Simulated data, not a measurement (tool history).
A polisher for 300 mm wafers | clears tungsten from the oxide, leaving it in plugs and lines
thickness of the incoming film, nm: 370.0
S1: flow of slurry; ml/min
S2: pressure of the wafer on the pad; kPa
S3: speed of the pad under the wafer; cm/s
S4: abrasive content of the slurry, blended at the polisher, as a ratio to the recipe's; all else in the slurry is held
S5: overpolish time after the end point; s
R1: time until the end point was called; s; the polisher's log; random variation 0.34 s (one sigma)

run	hour	S1	S2	S3	S4	S5	R1
1	0.0	315	23.4	134	1.0	18	58.168
2	0.6	315	23.4	134	1.0	19	56.707
3	2.6	315	23.4	134	1.1	19	56.122
4	5.9	315	24.1	134	1.1	19	53.855
5	10.1	315	24.8	134	1.1	19	52.986
6	12.8	315	29.6	134	1.1	19	45.474

The next listed run, before its measurement:
7	20.8	315	30.3	134	1.1	19	?

R1: 43.363 s
